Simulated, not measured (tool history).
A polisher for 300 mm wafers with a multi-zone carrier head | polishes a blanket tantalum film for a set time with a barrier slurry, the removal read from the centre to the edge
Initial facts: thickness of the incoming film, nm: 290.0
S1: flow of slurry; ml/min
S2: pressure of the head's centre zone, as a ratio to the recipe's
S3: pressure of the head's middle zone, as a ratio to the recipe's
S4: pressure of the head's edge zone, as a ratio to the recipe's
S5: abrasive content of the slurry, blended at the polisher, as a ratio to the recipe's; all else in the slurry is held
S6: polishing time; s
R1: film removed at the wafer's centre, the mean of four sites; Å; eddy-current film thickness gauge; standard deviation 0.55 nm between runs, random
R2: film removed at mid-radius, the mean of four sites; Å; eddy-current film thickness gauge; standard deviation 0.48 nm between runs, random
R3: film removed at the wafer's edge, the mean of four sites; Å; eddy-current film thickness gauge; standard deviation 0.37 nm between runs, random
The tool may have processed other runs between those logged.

Run 1, hour 0.0: S1 240 ml/min, S2 1.00, S3 1.00, S4 1.00, S5 1.00, S6 44 s. Result: R1 705.32 Å, R2 676.87 Å, R3 688.69 Å.
Run 2, hour 2.9: S1 240 ml/min, S2 0.99, S3 1.01, S4 0.98, S5 0.90, S6 41 s. Result: R1 602.81 Å, R2 621.06 Å, R3 606.05 Å.
Run 3, hour 11.2: S1 240 ml/min, S2 0.99, S3 0.93, S4 0.98, S5 0.90, S6 41 s. Result: R1 611.12 Å, R2 572.72 Å, R3 606.41 Å.
Run 4, hour 14.6: S1 240 ml/min, S2 0.99, S3 0.93, S4 0.98, S5 1.00, S6 41 s. Result: R1 627.85 Å, R2 582.27 Å, R3 623.40 Å.
Run 5, hour 16.6: S1 240 ml/min, S2 0.99, S3 0.98, S4 0.98, S5 1.00, S6 41 s. Result: R1 628.28 Å, R2 610.26 Å, R3 621.28 Å.
Run 6, hour 20.6: S1 240 ml/min, S2 0.95, S3 0.98, S4 0.98, S5 1.00, S6 41 s. Result: R1 600.94 Å, R2 621.02 Å, R3 627.13 Å.
Run 7, hour 23.3: S1 240 ml/min, S2 0.96, S3 0.98, S4 0.95, S5 0.90, S6 39 s. Result: R1 565.92 Å, R2 568.52 Å, R3 563.95 Å.
Run 8, hour 25.3: S1 240 ml/min, S2 0.95, S3 0.98, S4 0.93, S5 0.85, S6 38 s. Result: R1 548.68 Å, R2 541.41 Å, R3 540.65 Å.
Run 9, hour 30.1: S1 240 ml/min, S2 0.94, S3 0.99, S4 0.91, S5 0.80, S6 37 s. Result: R1 521.32 Å, R2 533.00 Å, R3 513.83 Å.
Run 10, hour 34.4: S1 240 ml/min, S2 0.93, S3 0.99, S4 0.90, S5 0.75, S6 36 s. Result: R1 490.49 Å, R2 515.75 Å, R3 487.30 Å.

Run 11 comes next. What will it give?
Run 11, hour 39.1: S1 240 ml/min, S2 0.93, S3 0.99, S4 0.90, S5 0.75, S6 36 s. Result: R1 ?, R2 ?, R3 ?.

{"run 11": {"R1": 484.07, "R2": 504.97, "R3": 487.1}}

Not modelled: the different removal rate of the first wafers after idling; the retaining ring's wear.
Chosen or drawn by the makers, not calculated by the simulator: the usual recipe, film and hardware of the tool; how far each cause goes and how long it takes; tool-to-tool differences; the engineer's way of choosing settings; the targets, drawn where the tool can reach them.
